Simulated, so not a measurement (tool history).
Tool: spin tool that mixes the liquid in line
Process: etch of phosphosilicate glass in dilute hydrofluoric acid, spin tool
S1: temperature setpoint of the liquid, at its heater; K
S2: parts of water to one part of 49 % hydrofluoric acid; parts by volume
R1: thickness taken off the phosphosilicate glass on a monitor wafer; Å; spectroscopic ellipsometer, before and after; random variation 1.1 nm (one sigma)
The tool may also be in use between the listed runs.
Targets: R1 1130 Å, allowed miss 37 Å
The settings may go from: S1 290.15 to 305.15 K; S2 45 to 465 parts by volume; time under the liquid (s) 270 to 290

Run 1, hour 0: S1 297.15 K, S2 255 parts by volume, time under the liquid (s) 270. Result: R1 644.48 Å.
Run 2, hour 1.8: S1 297.15 K, S2 255 parts by volume, time under the liquid (s) 290. Result: R1 685.59 Å.
Run 3, hour 3.6: S1 299.65 K, S2 255 parts by volume, time under the liquid (s) 290. Result: R1 752.87 Å.
Run 4, hour 7.2: S1 300.15 K, S2 245 parts by volume, time under the liquid (s) 290. Result: R1 791.07 Å.
Run 5, hour 14.2: S1 300.65 K, S2 235 parts by volume, time under the liquid (s) 290. Result: R1 861.78 Å.
Run 6, hour 21.4: S1 301.15 K, S2 230 parts by volume, time under the liquid (s) 290. Result: R1 894.42 Å.
Run 7, hour 27.1: S1 301.65 K, S2 225 parts by volume, time under the liquid (s) 290. Result: R1 951.45 Å.
Run 8, hour 30.1: S1 302.15 K, S2 225 parts by volume, time under the liquid (s) 290. Result: R1 980.11 Å.
Run 9, hour 38.8: S1 302.65 K, S2 225 parts by volume, time under the liquid (s) 290. Result: R1 971.22 Å.
At hour 47: hydrofluoric acid flow meter replaced.
Run 10, hour 47: S1 302.65 K, S2 225 parts by volume, time under the liquid (s) 290. Result: R1 1088.2 Å.

Which of these 5 next moves meets every target?
Run A, hour 55.2: S1 301.15 K, S2 225 parts by volume, time under the liquid (s) 285. Result: R1 ?.
Run B, hour 55.2: S1 302.65 K, S2 235 parts by volume, time under the liquid (s) 285. Result: R1 ?.
Run C, hour 55.2: S1 299.15 K, S2 185 parts by volume, time under the liquid (s) 270. Result: R1 ?.
Run D, hour 55.2: S1 302.15 K, S2 235 parts by volume, time under the liquid (s) 290. Result: R1 ?.
Run E, hour 55.2: S1 304.15 K, S2 245 parts by volume, time under the liquid (s) 270. Result: R1 ?.

move      R1
   A    1013
   B  1009.4
   C  1137.8
   D  1009.8
   E  953.18
A: further off than the last run
B: further off than the last run
C: meets every target
D: further off than the last run
E: further off than the last run
Move C is the one to make.

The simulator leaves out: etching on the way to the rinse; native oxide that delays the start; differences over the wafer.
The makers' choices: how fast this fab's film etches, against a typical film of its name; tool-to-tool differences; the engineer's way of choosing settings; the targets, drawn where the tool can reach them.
